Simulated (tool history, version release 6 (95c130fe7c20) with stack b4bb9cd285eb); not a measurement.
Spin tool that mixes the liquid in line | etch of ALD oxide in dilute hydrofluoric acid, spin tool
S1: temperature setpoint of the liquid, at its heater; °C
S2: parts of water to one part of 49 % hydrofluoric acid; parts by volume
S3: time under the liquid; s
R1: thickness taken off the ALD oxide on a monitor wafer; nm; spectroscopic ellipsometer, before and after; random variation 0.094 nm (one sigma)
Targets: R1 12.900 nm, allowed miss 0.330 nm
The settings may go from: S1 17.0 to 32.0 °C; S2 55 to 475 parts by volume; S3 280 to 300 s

run    day    S1   S2   S3      R1
  1  0.000  24.0  265  280  20.526
  2  0.283  24.0  225  280  24.971
  3  0.404  24.0  225  300  26.647
  4  0.550  22.0  255  300  21.312
  5  0.629  20.5  270  300  18.881
  6  0.996  20.5  190  300  29.059
  7  1.117  19.5  225  300  22.797
     1.296  -- thermometer replaced
  8  1.296  19.0  250  300  18.289
  9  1.342  18.5  260  300  17.073
 10  1.371  18.0  270  300  16.171
 11  1.692  17.5  280  300  15.033

Which of these 5 next moves meets every target?
  A  2.012  17.5  250  300   ?
  B  2.012  19.5  255  290   ?
  C  2.012  17.5  255  300   ?
  D  2.012  17.0  295  280   ?
  E  2.012  19.0  270  300   ?

move      R1
   A  17.504
   B  17.823
   C  17.085
   D  13.067
   E  16.858
A: further off than the last run
B: further off than the last run
C: further off than the last run
D: meets every target
E: further off than the last run
The right move is D.
